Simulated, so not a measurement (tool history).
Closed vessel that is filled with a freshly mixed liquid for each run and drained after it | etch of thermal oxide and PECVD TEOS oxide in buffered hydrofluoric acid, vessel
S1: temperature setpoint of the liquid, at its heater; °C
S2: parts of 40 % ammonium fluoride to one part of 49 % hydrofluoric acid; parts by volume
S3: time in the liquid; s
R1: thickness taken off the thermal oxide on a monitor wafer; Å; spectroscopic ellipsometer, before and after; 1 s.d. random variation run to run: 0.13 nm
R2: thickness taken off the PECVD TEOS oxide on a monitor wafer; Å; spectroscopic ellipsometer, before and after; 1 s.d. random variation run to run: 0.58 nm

run,hour,S1,S2,S3,R1,R2
1,0,24,13.5,60,453.1,918.83
2,2.8,22.5,13.5,60,419.42,849.97
3,5.7,22,13.5,60,408.04,837.14
4,13.6,20,13.5,60,365.6,741.73
5,19.9,20,10,60,487.06,987.53
6,21,19.5,10,60,473.14,963.6
7,24.7,19,10,60,462.35,942.9
8,30.8,18.5,10,60,449.36,904.37
9,38.5,18,10,60,437.35,892.13

The next listed run, before its measurement:
10,39.4,17.5,10.5,60,?,?

{"run 10": {"R1": 402.65, "R2": 830.25}}
